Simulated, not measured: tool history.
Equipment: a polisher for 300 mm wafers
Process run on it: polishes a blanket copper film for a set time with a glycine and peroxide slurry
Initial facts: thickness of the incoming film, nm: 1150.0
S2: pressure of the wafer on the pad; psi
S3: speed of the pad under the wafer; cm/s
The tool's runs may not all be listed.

run 1 hour=0.0 | flow_of_slurry_(ml/min)=200 S2=3.4 S3=110 polishing_time_(s)=73 | film_removed_(angstrom)=5869.3
run 2 hour=4.0 | flow_of_slurry_(ml/min)=200 S2=3.4 S3=100 polishing_time_(s)=73 | film_removed_(angstrom)=5334.5
run 3 hour=5.7 | flow_of_slurry_(ml/min)=200 S2=3.4 S3=100 polishing_time_(s)=73 | film_removed_(angstrom)=5389.8
run 4 hour=10.9 | flow_of_slurry_(ml/min)=200 S2=3.9 S3=104 polishing_time_(s)=73 | film_removed_(angstrom)=6100.2
run 5 hour=15.0 | flow_of_slurry_(ml/min)=200 S2=4.2 S3=110 polishing_time_(s)=73 | film_removed_(angstrom)=6626.8
run 6 hour=21.7 | flow_of_slurry_(ml/min)=200 S2=4.5 S3=118 polishing_time_(s)=73 | film_removed_(angstrom)=7371.0
run 7 hour=25.1 | flow_of_slurry_(ml/min)=200 S2=4.7 S3=124 polishing_time_(s)=73 | film_removed_(angstrom)=7920.0
run 8 hour=30.5 | flow_of_slurry_(ml/min)=200 S2=4.8 S3=128 polishing_time_(s)=73 | film_removed_(angstrom)=8054.3

Run 9, settings as shown, results not yet in. Your forecast:
run 9 hour=37.3 | flow_of_slurry_(ml/min)=200 S2=4.9 S3=134 polishing_time_(s)=73 | film_removed_(angstrom)=?

film removed (angstrom): 8765.3

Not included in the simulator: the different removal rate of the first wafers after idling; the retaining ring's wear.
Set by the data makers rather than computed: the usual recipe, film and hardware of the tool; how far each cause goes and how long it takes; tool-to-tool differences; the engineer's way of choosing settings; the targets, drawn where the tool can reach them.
